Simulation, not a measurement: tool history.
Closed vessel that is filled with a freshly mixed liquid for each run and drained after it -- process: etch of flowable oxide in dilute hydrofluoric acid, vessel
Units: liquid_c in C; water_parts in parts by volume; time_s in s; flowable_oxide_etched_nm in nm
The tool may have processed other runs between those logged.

run 1 hour=0.0 | liquid_c=23 water_parts=210 time_s=295 | flowable_oxide_etched_nm=32.126
run 2 hour=2.0 | liquid_c=23 water_parts=210 time_s=315 | flowable_oxide_etched_nm=34.782
run 3 hour=8.5 | liquid_c=23 water_parts=135 time_s=315 | flowable_oxide_etched_nm=58.321
run 4 hour=15.0 | liquid_c=20 water_parts=135 time_s=315 | flowable_oxide_etched_nm=52.188
run 5 hour=19.0 | liquid_c=22 water_parts=135 time_s=315 | flowable_oxide_etched_nm=55.984
run 6 hour=27.7 | liquid_c=22 water_parts=135 time_s=315 | flowable_oxide_etched_nm=56.138
run 7 hour=29.3 | liquid_c=21 water_parts=140 time_s=315 | flowable_oxide_etched_nm=51.719
run 8 hour=30.4 | liquid_c=20 water_parts=140 time_s=315 | flowable_oxide_etched_nm=49.355

Forecast run 9:
run 9 hour=34.4 | liquid_c=20 water_parts=140 time_s=315 | flowable_oxide_etched_nm=?

{"run 9": {"flowable_oxide_etched_nm": 49.155}}

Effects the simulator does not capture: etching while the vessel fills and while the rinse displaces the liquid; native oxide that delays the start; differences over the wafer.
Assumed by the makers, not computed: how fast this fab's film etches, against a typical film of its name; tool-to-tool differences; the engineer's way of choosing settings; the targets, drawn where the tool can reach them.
